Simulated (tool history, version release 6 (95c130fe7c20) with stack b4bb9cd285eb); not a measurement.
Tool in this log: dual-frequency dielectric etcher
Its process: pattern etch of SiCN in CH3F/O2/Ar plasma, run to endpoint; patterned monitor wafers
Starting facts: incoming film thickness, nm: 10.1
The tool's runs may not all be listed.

| run | day | source power (W) | bias power (W) | endpoint time (s) |
|---|---|---|---|---|
| 1 | 0 | 520 | 60 | 26.107 |
| 2 | 0.029 | 520 | 66 | 25.087 |
| 3 | 0.383 | 600 | 66 | 24.553 |
| 4 | 0.471 | 530 | 66 | 25.255 |
| 5 | 0.662 | 490 | 66 | 25.584 |
| 6 | 0.754 | 490 | 56 | 27.198 |
| 7 | 0.942 | 510 | 58 | 26.795 |
| 8 | 1.275 | 510 | 58 | 26.795 |

Run 9 is up next; what results do you expect?
| 9 | 1.542 | 520 | 60 | ? |

Run 9 came out at endpoint time (s) 25.874.

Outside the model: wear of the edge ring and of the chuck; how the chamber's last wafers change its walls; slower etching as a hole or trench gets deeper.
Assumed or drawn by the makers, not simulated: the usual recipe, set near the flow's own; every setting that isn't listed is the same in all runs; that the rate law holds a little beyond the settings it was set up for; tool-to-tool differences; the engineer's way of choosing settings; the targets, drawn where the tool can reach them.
